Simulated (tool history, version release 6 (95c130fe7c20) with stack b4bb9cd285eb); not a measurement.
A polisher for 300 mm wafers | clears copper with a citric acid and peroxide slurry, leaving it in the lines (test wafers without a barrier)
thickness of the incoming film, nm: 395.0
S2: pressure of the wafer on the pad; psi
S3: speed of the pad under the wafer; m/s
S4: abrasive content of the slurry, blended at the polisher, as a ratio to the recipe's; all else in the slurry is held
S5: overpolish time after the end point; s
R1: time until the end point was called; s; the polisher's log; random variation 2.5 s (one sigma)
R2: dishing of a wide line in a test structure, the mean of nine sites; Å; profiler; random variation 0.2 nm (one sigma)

{"run": 1, "hour": 0.0, "flow of slurry (ml/min)": 285, "S2": 3.4, "S3": 0.96, "S4": 1, "S5": 20, "R1": 211.38, "R2": 276.28}
{"run": 2, "hour": 6.7, "flow of slurry (ml/min)": 285, "S2": 3.3, "S3": 0.96, "S4": 1, "S5": 18, "R1": 216.7, "R2": 247.71}
{"run": 3, "hour": 12.4, "flow of slurry (ml/min)": 285, "S2": 3.2, "S3": 0.96, "S4": 1, "S5": 17, "R1": 223.81, "R2": 231.95}
{"run": 4, "hour": 17.3, "flow of slurry (ml/min)": 285, "S2": 2.8, "S3": 0.96, "S4": 1, "S5": 17, "R1": 251.6, "R2": 198.86}
{"run": 5, "hour": 19.8, "flow of slurry (ml/min)": 285, "S2": 2.7, "S3": 0.98, "S4": 1, "S5": 16, "R1": 260.07, "R2": 187.97}
{"run": 6, "hour": 26.8, "flow of slurry (ml/min)": 285, "S2": 2.7, "S3": 0.98, "S4": 1, "S5": 20, "R1": 258.33, "R2": 240.17}

Run 7 comes next. What will it give?
{"run": 7, "hour": 27.9, "flow of slurry (ml/min)": 285, "S2": 2.7, "S3": 0.98, "S4": 1, "S5": 19, "R1": "?", "R2": "?"}

{"run 7": {"R1": 258.2, "R2": 223.18}}
